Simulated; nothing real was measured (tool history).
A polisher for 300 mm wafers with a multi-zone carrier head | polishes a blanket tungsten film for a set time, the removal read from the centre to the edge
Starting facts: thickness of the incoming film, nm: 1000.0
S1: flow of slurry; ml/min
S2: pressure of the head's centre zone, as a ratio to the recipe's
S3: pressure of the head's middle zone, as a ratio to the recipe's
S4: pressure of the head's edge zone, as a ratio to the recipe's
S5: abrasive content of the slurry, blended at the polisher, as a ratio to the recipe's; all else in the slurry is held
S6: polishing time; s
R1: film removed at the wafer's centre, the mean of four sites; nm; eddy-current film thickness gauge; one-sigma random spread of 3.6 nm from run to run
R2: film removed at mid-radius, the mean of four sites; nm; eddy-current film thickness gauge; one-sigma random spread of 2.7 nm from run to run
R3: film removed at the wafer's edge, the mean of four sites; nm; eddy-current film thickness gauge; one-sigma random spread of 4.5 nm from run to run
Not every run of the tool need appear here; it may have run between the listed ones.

run 1 hour=0 | S1=265 S2=1 S3=1 S4=1 S5=1 S6=48 | R1=329.44 R2=338.73 R3=350.66
run 2 hour=4.2 | S1=265 S2=1 S3=1 S4=1 S5=1 S6=37 | R1=251.71 R2=267.26 R3=264.63
run 3 hour=9.1 | S1=265 S2=1 S3=1 S4=1 S5=0.9 S6=37 | R1=250.34 R2=259.59 R3=262.98
run 4 hour=11.7 | S1=265 S2=1.03 S3=1 S4=1 S5=0.9 S6=37 | R1=255.78 R2=259.96 R3=265.98
run 5 hour=15.3 | S1=265 S2=1.03 S3=1 S4=1 S5=0.9 S6=29 | R1=199.45 R2=203.06 R3=206.54
run 6 hour=22.9 | S1=275 S2=1.05 S3=0.99 S4=1.02 S5=0.95 S6=32 | R1=227.11 R2=225.73 R3=231.25

The next listed run, before its measurement:
run 7 hour=27.9 | S1=275 S2=1.06 S3=0.97 S4=1.04 S5=1 S6=35 | R1=? R2=? R3=?

R1: 250.76 nm
R2: 242.97 nm
R3: 257.89 nm
